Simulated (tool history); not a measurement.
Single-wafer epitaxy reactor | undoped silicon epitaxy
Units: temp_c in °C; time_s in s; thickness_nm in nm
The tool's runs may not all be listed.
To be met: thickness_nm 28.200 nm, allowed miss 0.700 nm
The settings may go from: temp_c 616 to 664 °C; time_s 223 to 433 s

Run 1, hour 0.0: temp_c 640 °C, time_s 328 s. Result: thickness_nm 42.293 nm.
Run 2, hour 2.4: temp_c 638 °C, time_s 328 s. Result: thickness_nm 41.100 nm.
Run 3, hour 7.6: temp_c 636 °C, time_s 328 s. Result: thickness_nm 39.534 nm.
Run 4, hour 9.1: temp_c 634 °C, time_s 328 s. Result: thickness_nm 37.887 nm.
Run 5, hour 11.6: temp_c 639 °C, time_s 328 s. Result: thickness_nm 41.903 nm.
Run 6, hour 18.6: temp_c 634 °C, time_s 328 s. Result: thickness_nm 37.747 nm.
Run 7, hour 27.5: temp_c 632 °C, time_s 328 s. Result: thickness_nm 36.287 nm.
Run 8, hour 28.3: temp_c 630 °C, time_s 328 s. Result: thickness_nm 35.033 nm.
Run 9, hour 36.6: temp_c 629 °C, time_s 328 s. Result: thickness_nm 34.314 nm.
Run 10, hour 37.7: temp_c 628 °C, time_s 328 s. Result: thickness_nm 33.693 nm.

5 next moves are on the table. One of them brings every result within its allowed miss. Which?
Run A, hour 38.8: temp_c 621 °C, time_s 340 s. Result: thickness_nm ?.
Run B, hour 38.8: temp_c 622 °C, time_s 308 s. Result: thickness_nm ?.
Run C, hour 38.8: temp_c 627 °C, time_s 295 s. Result: thickness_nm ?.
Run D, hour 38.8: temp_c 616 °C, time_s 329 s. Result: thickness_nm ?.
Run E, hour 38.8: temp_c 619 °C, time_s 308 s. Result: thickness_nm ?.

move  thickness_nm
   A        30.274
   B        27.987
   C        29.654
   D        26.449
   E        26.329
A: nearer than the last run, and not there yet
B: meets every target
C: nearer than the last run, and not there yet
D: takes the result that was furthest off past its target
E: takes the result that was furthest off past its target
The right move is B.

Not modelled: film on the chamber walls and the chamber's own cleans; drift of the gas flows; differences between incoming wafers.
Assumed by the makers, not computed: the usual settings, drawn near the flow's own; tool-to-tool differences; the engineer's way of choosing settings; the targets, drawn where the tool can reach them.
